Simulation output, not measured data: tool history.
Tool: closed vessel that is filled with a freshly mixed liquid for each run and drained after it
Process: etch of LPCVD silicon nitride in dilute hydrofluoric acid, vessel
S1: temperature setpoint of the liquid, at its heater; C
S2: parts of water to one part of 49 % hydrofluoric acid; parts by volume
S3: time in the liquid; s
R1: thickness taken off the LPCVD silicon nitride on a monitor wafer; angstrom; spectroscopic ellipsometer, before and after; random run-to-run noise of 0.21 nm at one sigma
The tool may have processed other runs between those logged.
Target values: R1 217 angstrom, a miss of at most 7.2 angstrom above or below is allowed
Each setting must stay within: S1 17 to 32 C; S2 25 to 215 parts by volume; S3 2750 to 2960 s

| run | hour | S1 | S2 | S3 | R1 |
|---|---|---|---|---|---|
| 1 | 0 | 24 | 120 | 2750 | 95.825 |
| 2 | 5.5 | 24 | 95 | 2750 | 119.09 |
| 3 | 14.8 | 20.5 | 95 | 2750 | 96.409 |
| 4 | 22.5 | 19 | 95 | 2750 | 85.691 |
| 5 | 29.8 | 19 | 70 | 2750 | 115.12 |
|  | 37.1 | hydrofluoric acid flow meter replaced |
| 6 | 37.1 | 17.5 | 70 | 2750 | 115.28 |
| 7 | 43.7 | 21 | 70 | 2750 | 147.11 |
| 8 | 46.5 | 22.5 | 70 | 2750 | 158.82 |
| 9 | 48.7 | 23.5 | 70 | 2750 | 175.81 |
| 10 | 53 | 24 | 70 | 2750 | 179.97 |
| 11 | 58.7 | 24.5 | 70 | 2750 | 186.05 |
| 12 | 68.3 | 25 | 70 | 2750 | 192.33 |
| 13 | 76.2 | 25.5 | 70 | 2750 | 196.77 |

Which of these 4 next moves meets every target?
| A | 84.1 | 24 | 55 | 2850 | ? |
| B | 84.1 | 32 | 120 | 2750 | ? |
| C | 84.1 | 26.5 | 70 | 2790 | ? |
| D | 84.1 | 27.5 | 70 | 2835 | ? |

| move | R1 |
|---|---|
| A | 234.12 |
| B | 173.65 |
| C | 213.38 |
| D | 231.45 |
A: carries the result that was furthest off beyond its target, to the other side
B: misses by more than the last run did
C: meets every target
D: carries the result that was furthest off beyond its target, to the other side
Answer: C
